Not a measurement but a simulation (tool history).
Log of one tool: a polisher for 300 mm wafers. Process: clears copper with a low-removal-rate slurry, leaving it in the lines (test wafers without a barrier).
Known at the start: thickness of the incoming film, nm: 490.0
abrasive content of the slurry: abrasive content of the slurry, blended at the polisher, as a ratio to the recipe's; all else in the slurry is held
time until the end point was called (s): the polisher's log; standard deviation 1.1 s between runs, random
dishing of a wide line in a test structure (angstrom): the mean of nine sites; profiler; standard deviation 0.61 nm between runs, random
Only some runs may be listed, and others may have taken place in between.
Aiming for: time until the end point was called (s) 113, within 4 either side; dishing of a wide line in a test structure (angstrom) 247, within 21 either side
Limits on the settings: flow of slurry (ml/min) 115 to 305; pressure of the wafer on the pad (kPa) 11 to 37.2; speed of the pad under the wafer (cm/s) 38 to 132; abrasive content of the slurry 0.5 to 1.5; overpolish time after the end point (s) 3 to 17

run	day	flow of slurry (ml/min)	pressure of the wafer on the pad (kPa)	speed of the pad under the wafer (cm/s)	abrasive content of the slurry	overpolish time after the end point (s)	time until the end point was called (s)	dishing of a wide line in a test structure (angstrom)
1	0	195	24.1	84	1	9	192.4	181.12
2	0.021	195	24.1	100	1	9	158.99	201.7
3	0.258	200	25.5	100	1	9	148.13	216.88
4	0.567	200	25.5	92	1	9	163.34	197.96
5	0.854	205	26.9	92	1	9	154.44	205.85
6	1.096	205	26.9	92	1.1	9	149.37	207
7	1.367	210	28.3	92	1.1	9	145.05	227.1
8	1.492	210	29.6	92	1.1	9	136.53	227.69
9	1.767	210	30.3	92	1.1	9	134.17	229.75
10	2.088	215	31	92	1.1	9	132.04	239.7
11	2.175	215	31.7	92	1.1	9	129.02	251.45
12	2.338	215	32.4	92	1.1	9	123.16	258.19
13	2.667	215	33.1	92	1.1	9	121.75	256.38

Pick the move, out of 5, that brings all results within their allowed miss; only one does.
A	2.996	205	31	92	1.05	10	?	?
B	2.996	210	31.7	86	1.15	8	?	?
C	2.996	185	29.6	102	1.1	9	?	?
D	2.996	240	33.1	98	1.1	8	?	?
E	2.996	195	31	98	1	8	?	?

move	time until the end point was called (s)	dishing of a wide line in a test structure (angstrom)
A	132.62	255.72
B	134.94	209.94
C	125.23	245.82
D	113.83	241.87
E	127.03	220.76
A: further off than the last run
B: further off than the last run
C: further off than the last run
D: every result within its allowed miss
E: further off than the last run
Answer: D
